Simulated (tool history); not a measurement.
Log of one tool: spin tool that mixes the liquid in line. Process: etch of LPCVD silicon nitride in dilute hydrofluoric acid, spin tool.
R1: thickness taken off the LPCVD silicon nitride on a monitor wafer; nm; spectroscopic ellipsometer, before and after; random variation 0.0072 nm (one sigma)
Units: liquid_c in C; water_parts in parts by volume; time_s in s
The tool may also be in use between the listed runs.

Run 1, hour 0.0: liquid_c 25.0 C, water_parts 125 parts by volume, time_s 75 s. Result: R1 0.34970 nm.
Run 2, hour 6.7: liquid_c 25.0 C, water_parts 90 parts by volume, time_s 75 s. Result: R1 0.46995 nm.
Run 3, hour 11.5: liquid_c 24.5 C, water_parts 95 parts by volume, time_s 75 s. Result: R1 0.41115 nm.
Run 4, hour 13.4: liquid_c 24.0 C, water_parts 95 parts by volume, time_s 75 s. Result: R1 0.40394 nm.
Run 5, hour 19.4: liquid_c 23.5 C, water_parts 100 parts by volume, time_s 75 s. Result: R1 0.36934 nm.
Run 6, hour 25.9: liquid_c 23.0 C, water_parts 100 parts by volume, time_s 75 s. Result: R1 0.35927 nm.
Run 7, hour 31.0: liquid_c 22.5 C, water_parts 100 parts by volume, time_s 75 s. Result: R1 0.35814 nm.
Run 8, hour 34.7: liquid_c 22.5 C, water_parts 100 parts by volume, time_s 75 s. Result: R1 0.34576 nm.

The next listed run, before its measurement:
Run 9, hour 39.5: liquid_c 22.0 C, water_parts 100 parts by volume, time_s 75 s. Result: R1 ?.

Run 9 gave R1 0.34569 nm.
